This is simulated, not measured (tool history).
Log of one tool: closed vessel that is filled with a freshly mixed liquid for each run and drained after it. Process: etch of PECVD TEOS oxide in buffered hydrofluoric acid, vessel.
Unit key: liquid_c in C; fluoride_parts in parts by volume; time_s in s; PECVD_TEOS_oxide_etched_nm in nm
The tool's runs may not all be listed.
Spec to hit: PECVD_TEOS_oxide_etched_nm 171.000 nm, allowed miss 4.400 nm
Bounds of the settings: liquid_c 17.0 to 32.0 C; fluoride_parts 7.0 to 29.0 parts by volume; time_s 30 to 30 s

run 1 hour=0.0 | liquid_c=25.0 fluoride_parts=18.0 time_s=30 | PECVD_TEOS_oxide_etched_nm=59.677
run 2 hour=5.0 | liquid_c=25.0 fluoride_parts=20.5 time_s=30 | PECVD_TEOS_oxide_etched_nm=54.407
run 3 hour=10.2 | liquid_c=27.0 fluoride_parts=16.5 time_s=30 | PECVD_TEOS_oxide_etched_nm=71.358
run 4 hour=12.3 | liquid_c=27.0 fluoride_parts=12.5 time_s=30 | PECVD_TEOS_oxide_etched_nm=94.335
run 5 hour=21.6 | liquid_c=27.0 fluoride_parts=12.5 time_s=30 | PECVD_TEOS_oxide_etched_nm=94.355
run 6 hour=28.3 | liquid_c=28.5 fluoride_parts=11.0 time_s=30 | PECVD_TEOS_oxide_etched_nm=116.510
run 7 hour=32.4 | liquid_c=29.5 fluoride_parts=10.5 time_s=30 | PECVD_TEOS_oxide_etched_nm=127.020
run 8 hour=35.9 | liquid_c=30.0 fluoride_parts=10.0 time_s=30 | PECVD_TEOS_oxide_etched_nm=138.190
-- hour=38.6 hydrofluoric acid flow meter replaced
run 9 hour=38.6 | liquid_c=30.5 fluoride_parts=9.5 time_s=30 | PECVD_TEOS_oxide_etched_nm=160.310
run 10 hour=43.1 | liquid_c=30.5 fluoride_parts=9.5 time_s=30 | PECVD_TEOS_oxide_etched_nm=159.930
run 11 hour=44.0 | liquid_c=31.0 fluoride_parts=9.5 time_s=30 | PECVD_TEOS_oxide_etched_nm=165.260

Which one of the following 4 next-run settings gets every result inside its allowed miss? There is exactly one.
run A hour=44.9 | liquid_c=28.5 fluoride_parts=8.5 time_s=30 | PECVD_TEOS_oxide_etched_nm=?
run B hour=44.9 | liquid_c=29.5 fluoride_parts=9.0 time_s=30 | PECVD_TEOS_oxide_etched_nm=?
run C hour=44.9 | liquid_c=31.0 fluoride_parts=10.0 time_s=30 | PECVD_TEOS_oxide_etched_nm=?
run D hour=44.9 | liquid_c=26.0 fluoride_parts=7.0 time_s=30 | PECVD_TEOS_oxide_etched_nm=?

move=A PECVD_TEOS_oxide_etched_nm=161.000
move=B PECVD_TEOS_oxide_etched_nm=159.520
move=C PECVD_TEOS_oxide_etched_nm=161.510
move=D PECVD_TEOS_oxide_etched_nm=173.810
A: moves away from the targets compared with the last run
B: moves away from the targets compared with the last run
C: moves away from the targets compared with the last run
D: every result lands within tolerance
Answer: D

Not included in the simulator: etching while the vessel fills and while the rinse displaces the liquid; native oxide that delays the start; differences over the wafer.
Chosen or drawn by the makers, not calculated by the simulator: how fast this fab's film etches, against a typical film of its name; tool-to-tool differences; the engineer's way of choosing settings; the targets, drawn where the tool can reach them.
